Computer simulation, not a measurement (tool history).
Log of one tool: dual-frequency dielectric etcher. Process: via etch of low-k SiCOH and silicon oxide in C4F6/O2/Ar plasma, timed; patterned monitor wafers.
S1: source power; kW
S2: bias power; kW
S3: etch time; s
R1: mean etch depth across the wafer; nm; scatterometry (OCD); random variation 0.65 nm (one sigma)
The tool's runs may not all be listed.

run	hour	S1	S2	S3	R1
1	0.0	0.460	0.172	65.5	188.55
2	4.6	0.410	0.158	65.5	174.42
3	11.6	0.480	0.158	65.5	188.11
4	14.3	0.430	0.150	65.5	173.15
5	20.9	0.400	0.147	65.5	166.23
6	25.2	0.400	0.147	68.0	171.17
# hour 28.7: wet clean of the chamber
7	28.7	0.370	0.144	68.0	156.87
8	30.2	0.360	0.144	68.0	155.77

Forecast run 9:
9	32.6	0.350	0.144	68.0	?

{"run 9": {"R1": 151.92}}
